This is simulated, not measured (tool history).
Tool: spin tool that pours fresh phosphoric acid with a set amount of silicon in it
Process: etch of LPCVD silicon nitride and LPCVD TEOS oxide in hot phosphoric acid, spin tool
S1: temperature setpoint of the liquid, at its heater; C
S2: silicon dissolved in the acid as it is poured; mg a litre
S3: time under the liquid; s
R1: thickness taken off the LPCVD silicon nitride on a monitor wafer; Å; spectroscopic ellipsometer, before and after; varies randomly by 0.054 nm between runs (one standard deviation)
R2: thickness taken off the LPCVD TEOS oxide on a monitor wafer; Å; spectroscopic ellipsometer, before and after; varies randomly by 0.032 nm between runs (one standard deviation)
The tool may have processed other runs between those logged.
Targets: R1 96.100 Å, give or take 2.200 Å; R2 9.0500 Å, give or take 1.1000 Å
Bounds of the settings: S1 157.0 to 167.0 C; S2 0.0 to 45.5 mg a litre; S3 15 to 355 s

run,hour,S1,S2,S3,R1,R2
1,0.0,162.0,20.0,180,162.140,9.5957
2,8.8,161.0,14.5,160,138.990,8.9112
3,16.9,161.0,14.5,230,199.360,12.2860
4,19.6,160.0,14.5,230,194.260,11.7150
5,22.2,160.0,10.5,195,166.140,11.5280
6,25.7,158.0,10.5,195,152.800,9.6384
7,31.8,159.5,0.0,105,87.548,7.2652
8,39.7,160.5,0.0,105,89.987,8.1165
9,44.6,161.0,0.5,105,90.451,7.6392

Which one of the following 4 next-run settings gets every result inside its allowed miss? There is exactly one.
A,49.5,160.5,9.5,110,?,?
B,49.5,162.5,0.0,105,?,?
C,49.5,161.0,15.5,110,?,?
D,49.5,162.5,8.5,95,?,?

move,R1,R2
A,93.732,6.7954
B,95.644,9.0841
C,95.314,6.1212
D,86.535,6.9487
A: moves toward the targets from the last run without getting all of them in spec
B: every result lands within tolerance
C: the worst result of the last run now meets its target, but another is out of spec
D: lands further from the targets than the last run did
Correct choice: B, which meets every target

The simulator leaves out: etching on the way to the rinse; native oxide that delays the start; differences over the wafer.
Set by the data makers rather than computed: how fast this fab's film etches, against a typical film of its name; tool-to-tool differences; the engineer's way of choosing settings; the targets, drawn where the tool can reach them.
